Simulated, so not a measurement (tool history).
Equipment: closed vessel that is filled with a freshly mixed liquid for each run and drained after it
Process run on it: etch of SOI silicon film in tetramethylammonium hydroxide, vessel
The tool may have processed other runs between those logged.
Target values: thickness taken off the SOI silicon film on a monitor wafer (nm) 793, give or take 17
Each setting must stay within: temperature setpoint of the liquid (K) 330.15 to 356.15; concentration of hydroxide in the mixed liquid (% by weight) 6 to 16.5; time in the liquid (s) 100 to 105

| run | day | temperature setpoint of the liquid (K) | concentration of hydroxide in the mixed liquid (% by weight) | time in the liquid (s) | thickness taken off the SOI silicon film on a monitor wafer (nm) |
|---|---|---|---|---|---|
| 1 | 0 | 343.15 | 11 | 100 | 694.18 |
| 2 | 0.204 | 343.15 | 11 | 100 | 698.86 |
| 3 | 0.562 | 343.15 | 11 | 105 | 738.18 |
| 4 | 0.812 | 343.65 | 11 | 105 | 750.3 |
| 5 | 0.858 | 348.65 | 11 | 105 | 1007.2 |
| 6 | 0.95 | 348.15 | 11 | 105 | 979.68 |
| 7 | 1.262 | 347.65 | 11 | 105 | 956.93 |
| 8 | 1.358 | 347.15 | 11 | 105 | 920.71 |
| 9 | 1.692 | 346.65 | 11 | 105 | 905.74 |
| 10 | 1.992 | 346.15 | 11 | 105 | 870.1 |
| 11 | 2.079 | 345.15 | 11 | 105 | 821.84 |

Below are 5 possible settings for the next run. Only one of them brings all results inside the allowed miss of their targets. Which is it?
| A | 2.167 | 345.65 | 10.5 | 105 | ? |
| B | 2.167 | 343.15 | 9 | 100 | ? |
| C | 2.167 | 345.15 | 10.5 | 105 | ? |
| D | 2.167 | 344.15 | 10.5 | 105 | ? |
| E | 2.167 | 348.15 | 13 | 100 | ? |

| move | thickness taken off the SOI silicon film on a monitor wafer (nm) |
|---|---|
| A | 858.71 |
| B | 748.59 |
| C | 834.19 |
| D | 787.03 |
| E | 868.1 |
A: further off than the last run
B: takes the biggest miss from the last run beyond its target
C: further off than the last run
D: hits every target within its allowed miss
E: further off than the last run
The move that meets every target is D.

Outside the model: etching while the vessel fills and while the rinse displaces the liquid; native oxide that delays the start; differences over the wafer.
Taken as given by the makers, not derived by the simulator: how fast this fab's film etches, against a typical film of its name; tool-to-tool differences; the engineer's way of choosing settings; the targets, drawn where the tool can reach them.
